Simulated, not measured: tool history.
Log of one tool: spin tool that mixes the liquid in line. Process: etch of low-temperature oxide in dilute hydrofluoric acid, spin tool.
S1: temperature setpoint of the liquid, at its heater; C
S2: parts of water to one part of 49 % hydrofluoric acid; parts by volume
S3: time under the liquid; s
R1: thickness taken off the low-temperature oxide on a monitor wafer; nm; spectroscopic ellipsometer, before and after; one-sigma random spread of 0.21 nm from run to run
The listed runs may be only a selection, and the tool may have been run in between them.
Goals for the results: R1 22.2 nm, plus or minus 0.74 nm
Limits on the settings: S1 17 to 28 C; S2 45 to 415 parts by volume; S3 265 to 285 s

run    day    S1   S2   S3      R1
  1      0    20  230  265  15.061
  2  0.129    20  305  265  10.312
  3  0.254    23  305  265  11.591
  4  0.367    21  305  265  10.775
  5  0.438    24  305  265  12.306
  6  0.575  24.5  290  265  13.115
  7    0.7    25  275  265   14.24
  8  1.029  25.5  265  265  15.325
  9  1.054    26  255  265  16.038
 10  1.417    28  190  265  25.187
 11  1.558  27.5  190  265  24.547
 12  1.904    27  190  265   24.47

Consider the 5 candidate settings below. Which is the only one whose results all fall within their allowed miss of target?
  A  2.25    28  190  285   ?
  B  2.25  27.5  220  265   ?
  C  2.25    28  225  285   ?
  D  2.25    28  200  280   ?
  E  2.25    28  180  285   ?

move      R1
   A    27.4
   B  20.877
   C  22.213
   D  25.273
   E  29.271
A: its largest miss is bigger than the last run's
B: carries the result that was furthest off beyond its target, to the other side
C: each result inside its tolerance
D: its largest miss is bigger than the last run's
E: its largest miss is bigger than the last run's
C is the move that brings every result within its allowed miss.

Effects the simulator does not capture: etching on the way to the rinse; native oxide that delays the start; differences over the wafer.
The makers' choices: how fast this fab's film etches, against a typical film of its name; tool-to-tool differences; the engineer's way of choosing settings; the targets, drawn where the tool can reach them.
